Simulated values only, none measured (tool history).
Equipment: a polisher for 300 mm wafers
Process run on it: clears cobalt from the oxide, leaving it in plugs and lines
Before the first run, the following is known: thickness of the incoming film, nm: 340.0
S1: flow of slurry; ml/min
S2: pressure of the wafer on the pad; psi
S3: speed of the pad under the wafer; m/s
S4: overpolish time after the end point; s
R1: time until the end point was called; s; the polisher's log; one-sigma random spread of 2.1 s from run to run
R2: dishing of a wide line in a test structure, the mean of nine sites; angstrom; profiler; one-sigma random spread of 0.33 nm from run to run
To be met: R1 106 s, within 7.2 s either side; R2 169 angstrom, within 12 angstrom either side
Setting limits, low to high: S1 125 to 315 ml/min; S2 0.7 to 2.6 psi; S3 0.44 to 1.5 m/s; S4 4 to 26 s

run  hour   S1   S2    S3  S4      R1      R2
  1     0  205  1.6  0.96  13  106.15  323.73
  2   7.5  205  1.8  0.96  13  94.293  326.59
  3    10  205  1.8  0.82  13  105.22  319.15
  4  18.7  205  1.8  0.82  15  108.03  338.23
  5  23.1  205  1.8   0.9  15  96.461  357.55
  6  29.3  205  1.8  1.02  15   88.87   388.1
  7  37.4  240  1.8  0.74   9  115.28  212.52
  8  41.3  245  1.8  0.74   8  118.82  196.25
  9  46.1  250  1.9  0.74   7  109.44  180.27

Exactly one of the 4 candidate moves below puts every result within its allowed miss. Which one?
  A  50.9  205  2.3  0.64   7   ?   ?
  B  50.9  265  1.9  0.78   6   ?   ?
  C  50.9  245  1.9  0.78   7   ?   ?
  D  50.9  275  1.9   0.7   8   ?   ?

move      R1      R2
   A   106.3  189.56
   B  103.26  170.51
   C  103.98  193.08
   D  114.21  199.64
A: further off than the last run
B: meets every target
C: further off than the last run
D: further off than the last run
So the answer is move B, the one that meets all the targets.

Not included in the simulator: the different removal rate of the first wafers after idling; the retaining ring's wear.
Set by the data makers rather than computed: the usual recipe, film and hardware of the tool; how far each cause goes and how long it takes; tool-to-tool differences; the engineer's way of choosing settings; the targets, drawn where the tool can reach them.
